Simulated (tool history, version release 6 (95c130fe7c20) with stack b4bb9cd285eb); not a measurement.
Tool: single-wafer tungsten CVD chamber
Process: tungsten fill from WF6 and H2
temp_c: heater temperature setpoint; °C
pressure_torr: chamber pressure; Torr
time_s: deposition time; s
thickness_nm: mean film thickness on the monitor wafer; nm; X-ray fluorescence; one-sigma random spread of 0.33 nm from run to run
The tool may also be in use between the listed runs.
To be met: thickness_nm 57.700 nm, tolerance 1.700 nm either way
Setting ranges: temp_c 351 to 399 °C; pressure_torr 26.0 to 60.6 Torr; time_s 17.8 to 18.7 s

run  hour  temp_c  pressure_torr  time_s  thickness_nm
  1   0.0     375           43.3    18.7        37.202
  2   6.5     375           49.0    18.7        40.355
  3   7.2     379           49.2    18.7        43.638
  4  12.4     379           49.2    17.8        41.829
  5  13.2     379           53.5    17.8        43.825
  6  16.0     379           48.5    17.8        41.596
  7  17.3     379           48.5    17.8        41.594
  8  22.8     383           48.8    17.8        45.680
  9  31.2     386           49.0    17.8        48.918
 10  35.2     388           49.1    17.8        51.249
 11  39.2     389           49.2    17.8        51.868
 12  42.0     395           49.7    17.8        60.028

Exercise: of the 4 proposed moves below, exactly one satisfies all targets within the stated allowed misses. Which move is it?
  A  44.8     394           50.2    18.5             ?
  B  44.8     395           49.6    18.7             ?
  C  44.8     395           44.7    18.5             ?
  D  44.8     394           58.5    17.8             ?

move  thickness_nm
   A        61.074
   B        62.615
   C        58.341
   D        63.837
A: lands further from the targets than the last run did
B: lands further from the targets than the last run did
C: all results land within tolerance of their targets
D: lands further from the targets than the last run did
The move that meets every target is C.
